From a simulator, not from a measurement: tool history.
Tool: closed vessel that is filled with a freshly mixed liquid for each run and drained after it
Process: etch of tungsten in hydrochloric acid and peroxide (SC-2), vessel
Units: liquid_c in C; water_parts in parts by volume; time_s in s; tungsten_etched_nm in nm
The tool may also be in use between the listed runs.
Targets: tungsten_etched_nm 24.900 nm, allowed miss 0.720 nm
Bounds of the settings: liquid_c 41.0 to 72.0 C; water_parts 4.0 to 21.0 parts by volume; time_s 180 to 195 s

run    day  liquid_c  water_parts  time_s  tungsten_etched_nm
  1  0.000      57.0         11.5     180              49.318
  2  0.046      57.0         14.5     180              40.273
  3  0.396      55.0         14.5     180              35.777
  4  0.783      55.0         14.5     180              35.559
  5  0.858      53.5         14.5     180              32.305
  6  1.200      53.5         16.0     180              29.658
  7  1.562      53.0         16.0     180              28.352
  8  1.833      52.5         16.0     180              28.010
  9  1.950      52.0         16.0     180              26.773
 10  2.258      51.5         16.0     180              26.117

4 next moves are on the table. One of them brings every result within its allowed miss. Which?
  A  2.567      49.0         14.0     180                   ?
  B  2.567      54.5         20.0     185                   ?
  C  2.567      50.5         15.5     195                   ?
  D  2.567      51.5         16.0     185                   ?

move  tungsten_etched_nm
   A              24.789
   B              26.633
   C              27.140
   D              26.748
A: meets every target
B: further off than the last run
C: further off than the last run
D: further off than the last run
Move A is the one to make.

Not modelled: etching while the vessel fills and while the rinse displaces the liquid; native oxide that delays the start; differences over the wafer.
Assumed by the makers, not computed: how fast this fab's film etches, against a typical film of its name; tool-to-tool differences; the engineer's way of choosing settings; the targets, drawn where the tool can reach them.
